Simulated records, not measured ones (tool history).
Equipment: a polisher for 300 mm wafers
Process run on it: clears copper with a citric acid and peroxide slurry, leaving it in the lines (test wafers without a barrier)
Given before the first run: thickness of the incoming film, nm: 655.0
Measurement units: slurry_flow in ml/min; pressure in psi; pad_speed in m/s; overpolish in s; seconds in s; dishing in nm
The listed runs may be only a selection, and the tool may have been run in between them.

Run 1, day 0: slurry_flow 240 ml/min, pressure 3.8 psi, pad_speed 1.42 m/s, slurry_solids 1, overpolish 8 s. Result: seconds 172.48 s, dishing 21.055 nm.
Run 2, day 0.05: slurry_flow 240 ml/min, pressure 3.8 psi, pad_speed 1.42 m/s, slurry_solids 0.8, overpolish 8 s. Result: seconds 179.64 s, dishing 20.245 nm.
Run 3, day 0.425: slurry_flow 240 ml/min, pressure 3.3 psi, pad_speed 1.4 m/s, slurry_solids 0.8, overpolish 8 s. Result: seconds 206.33 s, dishing 17.95 nm.
Run 4, day 0.588: slurry_flow 240 ml/min, pressure 3 psi, pad_speed 1.38 m/s, slurry_solids 0.8, overpolish 8 s. Result: seconds 232.32 s, dishing 16.066 nm.
Run 5, day 0.892: slurry_flow 240 ml/min, pressure 2.8 psi, pad_speed 1.38 m/s, slurry_solids 0.8, overpolish 8 s. Result: seconds 241.48 s, dishing 15.323 nm.
Run 6, day 1.258: slurry_flow 240 ml/min, pressure 2.6 psi, pad_speed 1.38 m/s, slurry_solids 0.8, overpolish 8 s. Result: seconds 261.02 s, dishing 14.052 nm.

What will run 7 give?
Run 7, day 1.458: slurry_flow 245 ml/min, pressure 2 psi, pad_speed 1.38 m/s, slurry_solids 0.8, overpolish 7 s. Result: seconds ?, dishing ?.

{"run 7": {"seconds": 340.74, "dishing": 9.8305}}

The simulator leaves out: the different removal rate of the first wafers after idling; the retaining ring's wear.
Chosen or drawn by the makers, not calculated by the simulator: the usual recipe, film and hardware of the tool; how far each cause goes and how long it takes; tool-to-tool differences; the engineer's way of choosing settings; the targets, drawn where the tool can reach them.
